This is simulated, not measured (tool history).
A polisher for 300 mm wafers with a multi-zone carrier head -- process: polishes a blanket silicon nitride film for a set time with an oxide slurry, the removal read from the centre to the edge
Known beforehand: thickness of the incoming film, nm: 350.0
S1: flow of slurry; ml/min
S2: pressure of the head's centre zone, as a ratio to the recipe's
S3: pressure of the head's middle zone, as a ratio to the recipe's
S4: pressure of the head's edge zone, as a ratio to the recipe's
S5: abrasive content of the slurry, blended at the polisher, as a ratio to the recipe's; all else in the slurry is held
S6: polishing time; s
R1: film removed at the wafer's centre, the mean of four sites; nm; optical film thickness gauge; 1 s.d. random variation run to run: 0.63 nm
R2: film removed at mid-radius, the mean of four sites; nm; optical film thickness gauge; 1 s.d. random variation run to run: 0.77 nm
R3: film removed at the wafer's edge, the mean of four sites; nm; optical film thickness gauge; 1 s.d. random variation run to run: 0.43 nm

run	hour	S1	S2	S3	S4	S5	S6	R1	R2	R3
1	0.0	160	1.00	1.00	1.00	1.00	86	65.585	66.950	67.326
2	3.5	155	0.99	0.98	0.97	0.95	86	63.019	64.598	64.730
3	8.0	155	0.99	0.98	0.97	0.95	105	76.828	79.365	80.391
4	11.6	150	0.98	0.96	0.95	0.85	102	69.241	71.025	72.191
5	19.4	150	0.98	0.96	0.95	0.85	83	56.210	57.335	58.657
6	26.7	145	0.98	0.95	0.93	0.85	83	57.014	56.000	58.497
7	34.1	140	0.97	0.95	0.91	0.80	83	53.859	56.550	56.244

Estimate the outcome of run 8 from the log above:
8	35.7	135	0.97	0.94	0.90	0.80	83	?	?	?

{"run 8": {"R1": 53.77, "R2": 53.667, "R3": 55.55}}

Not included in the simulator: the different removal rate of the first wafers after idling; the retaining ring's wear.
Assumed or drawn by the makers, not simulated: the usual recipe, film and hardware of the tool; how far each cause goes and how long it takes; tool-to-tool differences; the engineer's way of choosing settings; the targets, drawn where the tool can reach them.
